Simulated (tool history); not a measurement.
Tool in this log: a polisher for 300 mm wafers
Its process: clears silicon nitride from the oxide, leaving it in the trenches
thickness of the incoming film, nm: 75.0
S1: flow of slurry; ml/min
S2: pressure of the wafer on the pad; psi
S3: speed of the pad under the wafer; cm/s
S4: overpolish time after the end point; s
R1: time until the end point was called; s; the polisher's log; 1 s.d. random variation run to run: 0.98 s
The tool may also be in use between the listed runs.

| run | hour | S1 | S2 | S3 | S4 | R1 |
|---|---|---|---|---|---|---|
| 1 | 0.0 | 255 | 2.1 | 82 | 6 | 121.78 |
| 2 | 2.6 | 255 | 2.1 | 72 | 6 | 137.35 |
| 3 | 11.0 | 255 | 2.4 | 72 | 6 | 122.68 |
| 4 | 15.8 | 255 | 2.6 | 74 | 6 | 113.26 |
| 5 | 23.5 | 255 | 2.4 | 74 | 6 | 119.90 |
| 6 | 31.0 | 255 | 2.6 | 76 | 6 | 106.82 |
| 7 | 38.4 | 255 | 2.8 | 76 | 6 | 104.93 |

What does the tool deliver on the next run?
| 8 | 46.9 | 255 | 2.9 | 80 | 6 | ? |

{"run 8": {"R1": 96.57}}
